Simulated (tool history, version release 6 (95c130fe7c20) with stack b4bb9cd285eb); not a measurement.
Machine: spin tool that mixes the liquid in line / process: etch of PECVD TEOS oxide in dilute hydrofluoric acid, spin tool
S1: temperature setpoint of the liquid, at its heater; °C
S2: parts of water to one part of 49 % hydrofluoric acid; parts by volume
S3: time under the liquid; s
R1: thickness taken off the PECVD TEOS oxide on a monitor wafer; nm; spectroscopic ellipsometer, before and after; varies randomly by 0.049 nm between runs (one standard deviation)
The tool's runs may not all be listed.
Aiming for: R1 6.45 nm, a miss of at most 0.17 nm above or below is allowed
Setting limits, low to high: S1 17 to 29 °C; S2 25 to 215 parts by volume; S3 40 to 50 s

Run 1, hour 0: S1 21 °C, S2 120 parts by volume, S3 50 s. Result: R1 4.5686 nm.
Run 2, hour 5: S1 21 °C, S2 90 parts by volume, S3 50 s. Result: R1 6.2544 nm.
Run 3, hour 7.9: S1 21 °C, S2 70 parts by volume, S3 50 s. Result: R1 8.2637 nm.
Run 4, hour 14.5: S1 19 °C, S2 70 parts by volume, S3 50 s. Result: R1 7.627 nm.
Run 5, hour 16.9: S1 19 °C, S2 110 parts by volume, S3 50 s. Result: R1 4.6612 nm.
Run 6, hour 25: S1 20.5 °C, S2 110 parts by volume, S3 50 s. Result: R1 4.9098 nm.
Run 7, hour 25.6: S1 21.5 °C, S2 110 parts by volume, S3 50 s. Result: R1 5.1344 nm.
Run 8, hour 28.9: S1 22 °C, S2 110 parts by volume, S3 50 s. Result: R1 5.2185 nm.
Run 9, hour 34: S1 22.5 °C, S2 110 parts by volume, S3 50 s. Result: R1 5.3026 nm.
Run 10, hour 34.6: S1 23 °C, S2 110 parts by volume, S3 50 s. Result: R1 5.35 nm.

Exercise: of the 4 proposed moves below, exactly one satisfies all targets within the stated allowed misses. Which move is it?
Run A, hour 35.2: S1 25.5 °C, S2 95 parts by volume, S3 50 s. Result: R1 ?.
Run B, hour 35.2: S1 23.5 °C, S2 110 parts by volume, S3 50 s. Result: R1 ?.
Run C, hour 35.2: S1 18.5 °C, S2 65 parts by volume, S3 40 s. Result: R1 ?.
Run D, hour 35.2: S1 22 °C, S2 85 parts by volume, S3 50 s. Result: R1 ?.

move      R1
   A  6.9745
   B  5.4649
   C  6.3505
   D  6.8613
A: takes the biggest miss from the last run beyond its target
B: nearer than the last run, and not there yet
C: all results land within tolerance of their targets
D: takes the biggest miss from the last run beyond its target
The right move is C.
